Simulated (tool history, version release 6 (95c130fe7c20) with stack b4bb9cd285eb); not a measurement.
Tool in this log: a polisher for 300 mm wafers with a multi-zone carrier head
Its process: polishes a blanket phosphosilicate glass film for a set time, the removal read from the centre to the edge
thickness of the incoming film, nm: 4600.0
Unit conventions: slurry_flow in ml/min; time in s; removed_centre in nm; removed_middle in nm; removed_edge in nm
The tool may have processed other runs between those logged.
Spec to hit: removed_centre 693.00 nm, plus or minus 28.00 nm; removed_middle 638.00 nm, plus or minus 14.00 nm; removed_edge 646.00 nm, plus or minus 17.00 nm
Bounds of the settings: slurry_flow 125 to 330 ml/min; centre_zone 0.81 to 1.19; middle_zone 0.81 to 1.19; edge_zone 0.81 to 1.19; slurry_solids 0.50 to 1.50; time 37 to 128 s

run 1 hour=0.0 | slurry_flow=210 centre_zone=1.00 middle_zone=1.00 edge_zone=1.00 slurry_solids=1.00 time=82 | removed_centre=503.54 removed_middle=503.31 removed_edge=478.96
run 2 hour=3.6 | slurry_flow=210 centre_zone=1.00 middle_zone=1.00 edge_zone=1.00 slurry_solids=1.00 time=99 | removed_centre=595.27 removed_middle=603.55 removed_edge=578.15
run 3 hour=7.5 | slurry_flow=245 centre_zone=1.00 middle_zone=1.00 edge_zone=1.00 slurry_solids=1.00 time=99 | removed_centre=622.59 removed_middle=617.60 removed_edge=583.71
run 4 hour=12.5 | slurry_flow=195 centre_zone=1.00 middle_zone=1.00 edge_zone=1.00 slurry_solids=1.00 time=99 | removed_centre=596.29 removed_middle=610.07 removed_edge=573.65
run 5 hour=19.0 | slurry_flow=165 centre_zone=1.00 middle_zone=1.00 edge_zone=1.00 slurry_solids=1.00 time=99 | removed_centre=582.21 removed_middle=590.11 removed_edge=561.83
run 6 hour=27.8 | slurry_flow=165 centre_zone=1.00 middle_zone=1.00 edge_zone=1.00 slurry_solids=1.15 time=99 | removed_centre=629.64 removed_middle=627.71 removed_edge=594.38
run 7 hour=36.1 | slurry_flow=180 centre_zone=1.01 middle_zone=0.99 edge_zone=1.03 slurry_solids=1.15 time=99 | removed_centre=627.47 removed_middle=628.23 removed_edge=615.50
run 8 hour=39.9 | slurry_flow=195 centre_zone=1.03 middle_zone=0.98 edge_zone=1.04 slurry_solids=1.15 time=99 | removed_centre=647.52 removed_middle=628.89 removed_edge=614.80

Which single option among these 5 for the next run brings every result within its allowed miss of target? Just one does.
run A hour=43.7 | slurry_flow=255 centre_zone=1.06 middle_zone=1.00 edge_zone=1.04 slurry_solids=1.05 time=104 | removed_centre=? removed_middle=? removed_edge=?
run B hour=43.7 | slurry_flow=150 centre_zone=0.96 middle_zone=1.04 edge_zone=1.05 slurry_solids=1.00 time=104 | removed_centre=? removed_middle=? removed_edge=?
run C hour=43.7 | slurry_flow=175 centre_zone=1.05 middle_zone=0.92 edge_zone=1.01 slurry_solids=0.90 time=117 | removed_centre=? removed_middle=? removed_edge=?
run D hour=43.7 | slurry_flow=330 centre_zone=1.16 middle_zone=1.05 edge_zone=1.07 slurry_solids=1.10 time=93 | removed_centre=? removed_middle=? removed_edge=?
run E hour=43.7 | slurry_flow=240 centre_zone=1.19 middle_zone=0.89 edge_zone=1.02 slurry_solids=0.90 time=107 | removed_centre=? removed_middle=? removed_edge=?

move=A removed_centre=712.15 removed_middle=663.38 removed_edge=632.98
move=B removed_centre=591.26 removed_middle=621.93 removed_edge=593.97
move=C removed_centre=708.03 removed_middle=642.46 removed_edge=637.29
move=D removed_centre=726.03 removed_middle=634.24 removed_edge=595.12
move=E removed_centre=760.12 removed_middle=599.86 removed_edge=602.00
A: the worst result of the last run now meets its target, but another is out of spec
B: moves away from the targets compared with the last run
C: all results in spec
D: moves away from the targets compared with the last run
E: moves away from the targets compared with the last run
C meets every target.
